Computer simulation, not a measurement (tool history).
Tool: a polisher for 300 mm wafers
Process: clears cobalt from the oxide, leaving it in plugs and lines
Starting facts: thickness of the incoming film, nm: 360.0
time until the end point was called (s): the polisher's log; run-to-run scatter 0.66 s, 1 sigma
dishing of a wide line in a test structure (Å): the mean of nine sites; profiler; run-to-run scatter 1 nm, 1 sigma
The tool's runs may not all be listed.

| run | day | flow of slurry (ml/min) | pressure of the wafer on the pad (psi) | speed of the pad under the wafer (cm/s) | overpolish time after the end point (s) | time until the end point was called (s) | dishing of a wide line in a test structure (Å) |
|---|---|---|---|---|---|---|---|
| 1 | 0 | 300 | 1.5 | 118 | 25 | 73.933 | 477.24 |
| 2 | 0.288 | 300 | 1.6 | 118 | 25 | 69.68 | 478.27 |
| 3 | 0.562 | 300 | 1.7 | 118 | 25 | 65.872 | 475.67 |
| 4 | 0.625 | 300 | 1.7 | 118 | 21 | 66.816 | 449.93 |
| 5 | 0.85 | 330 | 1.7 | 118 | 21 | 64.756 | 448.01 |
| 6 | 1.112 | 330 | 1.5 | 118 | 21 | 75.186 | 444.85 |
| 7 | 1.212 | 330 | 1.6 | 118 | 22 | 70.591 | 446.42 |

Predict the results of run 8:
| 8 | 1.392 | 330 | 1.7 | 118 | 23 | ? | ? |

Run 8 came out at time until the end point was called (s) 66.543, dishing of a wide line in a test structure (Å) 478.86.
